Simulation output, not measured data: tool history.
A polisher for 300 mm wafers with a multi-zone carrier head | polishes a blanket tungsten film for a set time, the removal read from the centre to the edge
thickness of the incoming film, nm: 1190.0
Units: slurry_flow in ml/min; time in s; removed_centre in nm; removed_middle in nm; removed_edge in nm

run	hour	slurry_flow	centre_zone	middle_zone	edge_zone	slurry_solids	time	removed_centre	removed_middle	removed_edge
1	0	170	1	1	1	1	73	324.44	328.09	332.64
2	4.3	160	1.01	0.95	0.98	0.9	72	317.5	306.84	304.03
3	11.8	155	1.02	0.91	1.03	0.85	71	308.3	279.16	311.94
4	20.5	145	1.02	0.88	1.02	0.8	71	298.84	265.31	300.09
5	24.7	140	1.03	0.87	1.01	0.8	71	299.16	269.74	305.19
6	31.6	140	1.03	0.87	1.01	0.8	53	229.25	199.15	232.35
# hour 37.7: worn pad replaced by a new one
7	37.7	190	1.13	0.96	1.11	1.05	54	313.32	265.63	287.64

Run 8 comes next. What will it give?
8	41.2	180	1.13	0.95	1.12	1.05	54	?	?	?

Run 8 gave removed_centre 308.44 nm, removed_middle 261.02 nm, removed_edge 285.42 nm.

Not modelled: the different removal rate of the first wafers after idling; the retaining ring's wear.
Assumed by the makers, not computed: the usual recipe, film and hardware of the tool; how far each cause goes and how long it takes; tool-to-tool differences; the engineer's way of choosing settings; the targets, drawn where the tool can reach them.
